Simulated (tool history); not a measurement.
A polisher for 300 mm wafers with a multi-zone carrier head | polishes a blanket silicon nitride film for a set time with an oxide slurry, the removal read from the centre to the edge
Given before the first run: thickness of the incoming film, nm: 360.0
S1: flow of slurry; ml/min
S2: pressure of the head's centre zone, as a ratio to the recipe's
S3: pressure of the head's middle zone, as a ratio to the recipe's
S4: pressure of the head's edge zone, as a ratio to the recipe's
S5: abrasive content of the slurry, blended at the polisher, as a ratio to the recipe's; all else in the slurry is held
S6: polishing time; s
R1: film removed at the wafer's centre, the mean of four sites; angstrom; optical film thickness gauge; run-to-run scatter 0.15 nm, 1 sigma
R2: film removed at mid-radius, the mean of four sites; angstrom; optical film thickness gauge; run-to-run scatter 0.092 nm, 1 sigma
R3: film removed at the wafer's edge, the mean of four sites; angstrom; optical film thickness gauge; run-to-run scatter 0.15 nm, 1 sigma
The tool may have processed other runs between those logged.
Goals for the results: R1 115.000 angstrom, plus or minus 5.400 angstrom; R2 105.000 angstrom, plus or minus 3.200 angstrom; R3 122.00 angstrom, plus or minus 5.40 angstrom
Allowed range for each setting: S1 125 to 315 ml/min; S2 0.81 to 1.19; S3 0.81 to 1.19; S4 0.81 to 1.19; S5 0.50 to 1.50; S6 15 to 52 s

run    day   S1    S2    S3    S4    S5  S6       R1       R2      R3
  1  0.000  205  1.00  1.00  1.00  1.00  33  151.890  150.370  154.41
  2  0.162  205  1.00  1.00  1.05  1.00  33  153.850  150.090  158.28
  3  0.229  200  0.99  0.98  1.04  0.95  33  143.890  143.060  153.87
  4  0.588  200  1.00  0.96  1.03  0.90  33  140.770  136.480  151.48
  5  0.696  200  1.01  0.95  1.01  0.85  33  138.970  131.340  141.19
  6  0.858  170  1.01  0.95  1.01  0.85  33  133.210  125.640  138.26
  7  1.121  165  1.01  0.94  1.00  0.85  33  131.210  127.270  135.47
  8  1.467  170  1.00  0.84  1.05  0.60  33  104.280   90.393  112.40
  9  1.688  180  1.00  0.85  1.05  0.60  33  105.170   91.841  110.26
 10  1.833  185  1.00  0.86  1.06  0.60  33  104.850   94.962  113.48

Consider the 5 candidate settings below. Which is the only one whose results all fall within their allowed miss of target?
  A  1.979  195  0.92  1.07  1.02  0.50  36   ?   ?   ?
  B  1.979  135  1.03  0.94  1.12  0.50  39   ?   ?   ?
  C  1.979  155  1.00  0.89  1.05  0.65  35   ?   ?   ?
  D  1.979  185  1.05  1.03  1.02  0.55  34   ?   ?   ?
  E  1.979  215  1.15  1.03  0.87  0.55  34   ?   ?   ?

move       R1       R2      R3
   A   91.089  107.360  104.82
   B  101.400   96.634  112.40
   C  114.020  106.590  124.79
   D  105.910  105.870  107.13
   E  119.240  108.410  101.88
A: meets the target for the result that was furthest off, but another lies outside its allowed miss
B: nearer than the last run, and not there yet
C: meets every target
D: meets the target for the result that was furthest off, but another lies outside its allowed miss
E: pushes the last run's worst result past its target
The move that meets every target is C.
